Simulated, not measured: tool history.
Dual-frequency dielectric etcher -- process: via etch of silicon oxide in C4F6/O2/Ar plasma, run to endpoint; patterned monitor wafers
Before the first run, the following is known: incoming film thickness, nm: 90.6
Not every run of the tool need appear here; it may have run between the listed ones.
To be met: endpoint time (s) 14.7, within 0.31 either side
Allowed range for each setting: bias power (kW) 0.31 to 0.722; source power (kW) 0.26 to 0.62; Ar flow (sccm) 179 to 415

| run | day | bias power (kW) | source power (kW) | Ar flow (sccm) | endpoint time (s) |
|---|---|---|---|---|---|
| 1 | 0 | 0.516 | 0.44 | 297 | 19.22 |
| 2 | 0.358 | 0.516 | 0.41 | 297 | 19.814 |
| 3 | 0.646 | 0.577 | 0.46 | 288 | 17.844 |
| 4 | 0.821 | 0.62 | 0.49 | 283 | 16.768 |
| 5 | 1.062 | 0.65 | 0.51 | 280 | 16.069 |
| 6 | 1.367 | 0.671 | 0.52 | 278 | 15.74 |
| 7 | 1.625 | 0.686 | 0.53 | 276 | 15.563 |
| 8 | 1.921 | 0.697 | 0.54 | 274 | 15.162 |

Exercise: of the 5 proposed moves below, exactly one satisfies all targets within the stated allowed misses. Which move is it?
| A | 2.217 | 0.645 | 0.47 | 246 | ? |
| B | 2.217 | 0.672 | 0.52 | 272 | ? |
| C | 2.217 | 0.717 | 0.59 | 303 | ? |
| D | 2.217 | 0.673 | 0.52 | 236 | ? |
| E | 2.217 | 0.707 | 0.49 | 296 | ? |

| move | endpoint time (s) |
|---|---|
| A | 16.452 |
| B | 15.723 |
| C | 14.738 |
| D | 15.364 |
| E | 15.985 |
A: lands further from the targets than the last run did
B: lands further from the targets than the last run did
C: every result within its allowed miss
D: lands further from the targets than the last run did
E: lands further from the targets than the last run did
Move C is the one to make.
